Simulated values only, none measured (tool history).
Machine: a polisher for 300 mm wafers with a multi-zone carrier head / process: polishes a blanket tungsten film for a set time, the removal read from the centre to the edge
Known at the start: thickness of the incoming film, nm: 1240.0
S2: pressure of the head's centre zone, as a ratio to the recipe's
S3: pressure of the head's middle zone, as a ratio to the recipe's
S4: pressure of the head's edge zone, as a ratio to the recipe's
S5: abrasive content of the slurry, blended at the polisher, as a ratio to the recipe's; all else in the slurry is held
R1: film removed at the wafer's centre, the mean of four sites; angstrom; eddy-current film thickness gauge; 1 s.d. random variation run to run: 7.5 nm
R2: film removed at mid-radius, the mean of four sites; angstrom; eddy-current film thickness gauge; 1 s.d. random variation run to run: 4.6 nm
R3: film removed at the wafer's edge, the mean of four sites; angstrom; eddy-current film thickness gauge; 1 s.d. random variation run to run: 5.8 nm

{"run": 1, "hour": 0.0, "flow of slurry (ml/min)": 275, "S2": 1.0, "S3": 1.0, "S4": 1.0, "S5": 1.0, "polishing time (s)": 62, "R1": 4085.7, "R2": 3980.9, "R3": 3872.9}
{"run": 2, "hour": 8.6, "flow of slurry (ml/min)": 275, "S2": 1.0, "S3": 1.08, "S4": 1.0, "S5": 1.0, "polishing time (s)": 62, "R1": 4083.6, "R2": 4238.1, "R3": 3949.6}
{"run": 3, "hour": 10.2, "flow of slurry (ml/min)": 275, "S2": 1.0, "S3": 1.08, "S4": 0.92, "S5": 1.0, "polishing time (s)": 62, "R1": 3994.0, "R2": 4300.3, "R3": 3824.5}
{"run": 4, "hour": 16.2, "flow of slurry (ml/min)": 275, "S2": 0.95, "S3": 1.08, "S4": 0.92, "S5": 1.0, "polishing time (s)": 62, "R1": 3814.7, "R2": 4277.1, "R3": 3816.1}
{"run": 5, "hour": 24.7, "flow of slurry (ml/min)": 275, "S2": 0.95, "S3": 1.08, "S4": 0.92, "S5": 0.85, "polishing time (s)": 62, "R1": 3744.8, "R2": 4154.6, "R3": 3647.7}
{"run": 6, "hour": 28.0, "flow of slurry (ml/min)": 235, "S2": 0.95, "S3": 1.08, "S4": 0.92, "S5": 0.85, "polishing time (s)": 62, "R1": 3624.9, "R2": 4016.0, "R3": 3685.0}
{"run": 7, "hour": 33.5, "flow of slurry (ml/min)": 230, "S2": 1.0, "S3": 1.1, "S4": 0.96, "S5": 1.05, "polishing time (s)": 66, "R1": 4309.5, "R2": 4568.3, "R3": 4136.0}
{"run": 8, "hour": 34.5, "flow of slurry (ml/min)": 230, "S2": 1.0, "S3": 1.11, "S4": 1.02, "S5": 1.2, "polishing time (s)": 69, "R1": 4670.7, "R2": 4975.1, "R3": 4518.0}

Expected results for the next run?
{"run": 9, "hour": 38.5, "flow of slurry (ml/min)": 230, "S2": 1.0, "S3": 1.11, "S4": 1.06, "S5": 1.3, "polishing time (s)": 72, "R1": "?", "R2": "?", "R3": "?"}

For run 9 the tool returned R1 4925.0 angstrom, R2 5211.7 angstrom, R3 4900.7 angstrom.

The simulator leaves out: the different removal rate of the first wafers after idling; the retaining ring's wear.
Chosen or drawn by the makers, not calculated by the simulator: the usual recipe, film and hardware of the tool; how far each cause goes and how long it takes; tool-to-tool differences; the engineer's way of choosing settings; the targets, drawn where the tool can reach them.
